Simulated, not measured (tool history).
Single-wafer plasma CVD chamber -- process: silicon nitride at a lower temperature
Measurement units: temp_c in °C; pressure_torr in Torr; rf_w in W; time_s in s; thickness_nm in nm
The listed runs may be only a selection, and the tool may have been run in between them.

run  hour  temp_c  pressure_torr  rf_w  time_s  thickness_nm
  1   0.0     360           1.95   345    20.6        29.638
  2   6.1     360           1.95   365    20.6        30.299
  3  10.5     367           1.95   365    20.6        30.281
  4  11.0     367           1.95   365    19.6        28.625
  5  14.6     367           1.95   365    20.6        30.391
  6  16.0     367           1.95   385    20.6        31.501
  7  20.9     367           1.79   355    20.4        28.764
  8  22.3     367           1.65   335    20.3        26.677
  9  28.4     367           1.26   315    20.2        22.686
 10  30.2     367           1.33   315    20.2        23.287
 11  31.7     367           1.37   315    20.2        23.398
 12  38.3     367           1.53   325    20.2        25.222

Forecast run 13:
 13  45.3     367           1.49   325    20.2             ?

thickness_nm: 24.818 nm
